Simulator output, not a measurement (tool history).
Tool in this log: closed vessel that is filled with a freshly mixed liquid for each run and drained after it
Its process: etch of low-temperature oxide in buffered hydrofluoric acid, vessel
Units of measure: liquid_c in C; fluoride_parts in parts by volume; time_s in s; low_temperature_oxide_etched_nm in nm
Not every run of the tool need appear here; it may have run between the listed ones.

run,hour,liquid_c,fluoride_parts,time_s,low_temperature_oxide_etched_nm
1,0,23,22,30,36.908
2,2.5,23,22,30,37.286
3,6.7,24.5,22,30,40.234
4,7.7,22.5,22,30,35.519
5,11,22.5,25,30,32.488
6,12.4,24.5,24.5,30,37.355
7,19.3,26,24.5,30,40.338
8,24.1,27,24,30,43.063
9,29.8,28,23.5,30,45.883
10,35.6,28.5,23.5,30,46.752
11,37.2,29,23,30,49.669
12,41.6,29.5,23,30,50.284

Run 13 is up next; what results do you expect?
13,47.1,30,23,30,?

For run 13 the tool returned low_temperature_oxide_etched_nm 51.932 nm.
